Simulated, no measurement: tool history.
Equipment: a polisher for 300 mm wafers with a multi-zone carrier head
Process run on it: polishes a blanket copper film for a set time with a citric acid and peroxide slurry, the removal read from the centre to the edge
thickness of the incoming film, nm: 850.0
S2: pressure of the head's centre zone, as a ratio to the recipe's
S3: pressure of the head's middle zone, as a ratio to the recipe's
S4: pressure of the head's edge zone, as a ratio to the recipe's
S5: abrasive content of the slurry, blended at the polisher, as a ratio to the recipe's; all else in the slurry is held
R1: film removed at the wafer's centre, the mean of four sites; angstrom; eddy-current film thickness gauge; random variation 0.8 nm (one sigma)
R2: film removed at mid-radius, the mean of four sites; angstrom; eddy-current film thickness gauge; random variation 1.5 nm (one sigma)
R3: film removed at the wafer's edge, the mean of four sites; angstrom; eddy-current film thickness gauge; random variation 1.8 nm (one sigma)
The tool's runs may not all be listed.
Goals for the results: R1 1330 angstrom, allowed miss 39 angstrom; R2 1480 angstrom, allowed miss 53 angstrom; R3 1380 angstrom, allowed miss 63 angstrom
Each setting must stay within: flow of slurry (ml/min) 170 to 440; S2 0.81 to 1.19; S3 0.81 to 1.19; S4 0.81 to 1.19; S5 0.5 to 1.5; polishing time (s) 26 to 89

{"run": 1, "hour": 0.0, "flow of slurry (ml/min)": 280, "S2": 1, "S3": 1, "S4": 1, "S5": 1, "polishing time (s)": 57, "R1": 1052.5, "R2": 1072.2, "R3": 1049.3}
{"run": 2, "hour": 0.8, "flow of slurry (ml/min)": 280, "S2": 1, "S3": 1.01, "S4": 1.01, "S5": 1.05, "polishing time (s)": 58, "R1": 1087.8, "R2": 1092.2, "R3": 1072.9}
{"run": 3, "hour": 5.5, "flow of slurry (ml/min)": 280, "S2": 1.06, "S3": 1.01, "S4": 1.01, "S5": 1.05, "polishing time (s)": 58, "R1": 1141.3, "R2": 1091.7, "R3": 1101.6}
{"run": 4, "hour": 10.1, "flow of slurry (ml/min)": 280, "S2": 1.06, "S3": 1.01, "S4": 1.01, "S5": 1.15, "polishing time (s)": 58, "R1": 1159.9, "R2": 1105.3, "R3": 1091.3}
{"run": 5, "hour": 10.9, "flow of slurry (ml/min)": 280, "S2": 1.05, "S3": 1.02, "S4": 1.03, "S5": 1.15, "polishing time (s)": 59, "R1": 1172.4, "R2": 1149.2, "R3": 1145.1}
{"run": 6, "hour": 19.7, "flow of slurry (ml/min)": 285, "S2": 1.05, "S3": 1.04, "S4": 1.04, "S5": 1.2, "polishing time (s)": 59, "R1": 1184.8, "R2": 1179.3, "R3": 1132.6}
{"run": 7, "hour": 20.4, "flow of slurry (ml/min)": 280, "S2": 1.04, "S3": 1.04, "S4": 1.05, "S5": 1.2, "polishing time (s)": 60, "R1": 1203.1, "R2": 1199.6, "R3": 1163.3}
{"run": 8, "hour": 29.0, "flow of slurry (ml/min)": 280, "S2": 1.03, "S3": 1.05, "S4": 1.06, "S5": 1.2, "polishing time (s)": 61, "R1": 1211.1, "R2": 1219.4, "R3": 1183.4}
{"run": 9, "hour": 36.9, "flow of slurry (ml/min)": 280, "S2": 1.02, "S3": 1.06, "S4": 1.07, "S5": 1.25, "polishing time (s)": 62, "R1": 1214.6, "R2": 1260.1, "R3": 1251.8}
{"run": 10, "hour": 42.2, "flow of slurry (ml/min)": 285, "S2": 1.02, "S3": 1.07, "S4": 1.08, "S5": 1.25, "polishing time (s)": 62, "R1": 1222.4, "R2": 1272.8, "R3": 1252.6}
{"run": 11, "hour": 45.7, "flow of slurry (ml/min)": 285, "S2": 1.02, "S3": 1.07, "S4": 1.08, "S5": 1.25, "polishing time (s)": 62, "R1": 1218.5, "R2": 1282.1, "R3": 1232.9}
{"run": 12, "hour": 49.9, "flow of slurry (ml/min)": 285, "S2": 1.02, "S3": 1.08, "S4": 1.09, "S5": 1.3, "polishing time (s)": 62, "R1": 1234.1, "R2": 1271.3, "R3": 1244.8}

Pick the move, out of 5, that brings all results within their allowed miss; only one does.
{"run": "A", "hour": 54.1, "flow of slurry (ml/min)": 260, "S2": 0.95, "S3": 1.06, "S4": 1.12, "S5": 1.3, "polishing time (s)": 72, "R1": "?", "R2": "?", "R3": "?"}
{"run": "B", "hour": 54.1, "flow of slurry (ml/min)": 300, "S2": 0.91, "S3": 1.19, "S4": 0.9, "S5": 1.15, "polishing time (s)": 71, "R1": "?", "R2": "?", "R3": "?"}
{"run": "C", "hour": 54.1, "flow of slurry (ml/min)": 250, "S2": 0.98, "S3": 1.1, "S4": 1.03, "S5": 1.15, "polishing time (s)": 72, "R1": "?", "R2": "?", "R3": "?"}
{"run": "D", "hour": 54.1, "flow of slurry (ml/min)": 275, "S2": 0.98, "S3": 1.19, "S4": 0.89, "S5": 1.4, "polishing time (s)": 69, "R1": "?", "R2": "?", "R3": "?"}
{"run": "E", "hour": 54.1, "flow of slurry (ml/min)": 260, "S2": 0.97, "S3": 1.16, "S4": 1.05, "S5": 1.2, "polishing time (s)": 62, "R1": "?", "R2": "?", "R3": "?"}

move=A R1=1307.7 R2=1465.1 R3=1500.2
move=B R1=1227 R2=1582.7 R3=1312.5
move=C R1=1313.3 R2=1471.9 R3=1401
move=D R1=1321 R2=1582 R3=1308.4
move=E R1=1133.7 R2=1342.7 R3=1230.4
A: corrects the largest miss of the last run, while another result sits out of spec
B: the result that was furthest off in the last run now lies on the other side of its target
C: every result within its allowed miss
D: the result that was furthest off in the last run now lies on the other side of its target
E: further off than the last run
Move C is the one to make.

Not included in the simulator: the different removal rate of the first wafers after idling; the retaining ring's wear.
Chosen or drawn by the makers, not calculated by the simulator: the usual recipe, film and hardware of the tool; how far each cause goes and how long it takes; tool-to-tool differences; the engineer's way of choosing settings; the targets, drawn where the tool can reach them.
